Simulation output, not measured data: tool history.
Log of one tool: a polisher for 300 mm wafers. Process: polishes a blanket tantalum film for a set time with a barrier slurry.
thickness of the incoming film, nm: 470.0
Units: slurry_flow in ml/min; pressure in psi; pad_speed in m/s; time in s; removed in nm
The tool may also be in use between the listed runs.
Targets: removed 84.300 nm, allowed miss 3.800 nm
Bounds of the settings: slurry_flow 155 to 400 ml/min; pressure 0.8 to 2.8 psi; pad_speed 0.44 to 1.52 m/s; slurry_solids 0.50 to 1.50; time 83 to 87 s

run,hour,slurry_flow,pressure,pad_speed,slurry_solids,time,removed
1,0.0,255,1.8,0.98,1.00,83,135.180
2,8.7,255,1.8,0.98,1.05,83,140.480
3,13.8,255,1.8,0.98,0.95,83,133.700
4,17.8,255,1.7,0.98,0.95,83,128.240
5,22.2,255,1.5,0.98,0.95,83,113.880
6,29.0,255,1.5,0.98,0.95,83,114.260
7,36.9,255,1.4,0.98,0.95,83,105.470
8,39.1,255,1.3,0.98,0.95,83,96.998
9,44.9,255,1.2,0.98,0.95,83,89.612

Which of these 5 next moves meets every target?
A,50.7,310,1.0,1.00,0.80,86,?
B,50.7,265,1.1,0.90,0.85,83,?
C,50.7,305,1.2,1.06,0.60,86,?
D,50.7,185,1.0,1.12,1.10,87,?
E,50.7,330,1.6,0.84,0.70,85,?

move,removed
A,77.387
B,74.593
C,86.208
D,92.998
E,96.560
A: takes the result that was furthest off past its target
B: takes the result that was furthest off past its target
C: meets every target
D: further off than the last run
E: further off than the last run
Move C is the one to make.
